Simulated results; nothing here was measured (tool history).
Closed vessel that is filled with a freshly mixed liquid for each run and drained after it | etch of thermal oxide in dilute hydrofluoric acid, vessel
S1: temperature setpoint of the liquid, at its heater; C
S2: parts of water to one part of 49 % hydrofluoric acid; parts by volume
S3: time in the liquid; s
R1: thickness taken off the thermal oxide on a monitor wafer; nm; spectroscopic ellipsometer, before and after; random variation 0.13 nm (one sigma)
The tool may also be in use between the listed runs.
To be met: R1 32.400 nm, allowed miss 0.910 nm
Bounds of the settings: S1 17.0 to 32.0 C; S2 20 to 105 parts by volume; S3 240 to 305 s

run,hour,S1,S2,S3,R1
1,0.0,24.0,55,305,27.976
2,8.4,24.0,75,305,20.141
3,14.1,25.5,75,305,21.140
4,17.6,27.0,70,305,24.195
5,26.1,27.0,70,305,24.498
6,26.6,27.0,70,240,19.059
7,27.7,28.0,60,240,23.503
8,33.2,29.0,55,240,26.953
9,36.0,29.5,55,240,27.419
10,36.9,30.0,55,240,28.006
11,41.6,30.5,55,240,28.610
12,45.9,31.0,55,240,29.000

5 next moves are on the table. One of them brings every result within its allowed miss. Which?
A,50.2,30.0,50,265,?
B,50.2,28.5,65,300,?
C,50.2,27.0,60,280,?
D,50.2,27.5,45,270,?
E,50.2,30.0,50,250,?

move,R1
A,34.345
B,27.577
C,26.467
D,35.470
E,32.401
A: takes the result that was furthest off past its target
B: further off than the last run
C: further off than the last run
D: takes the result that was furthest off past its target
E: meets every target
Move E is the one to make.

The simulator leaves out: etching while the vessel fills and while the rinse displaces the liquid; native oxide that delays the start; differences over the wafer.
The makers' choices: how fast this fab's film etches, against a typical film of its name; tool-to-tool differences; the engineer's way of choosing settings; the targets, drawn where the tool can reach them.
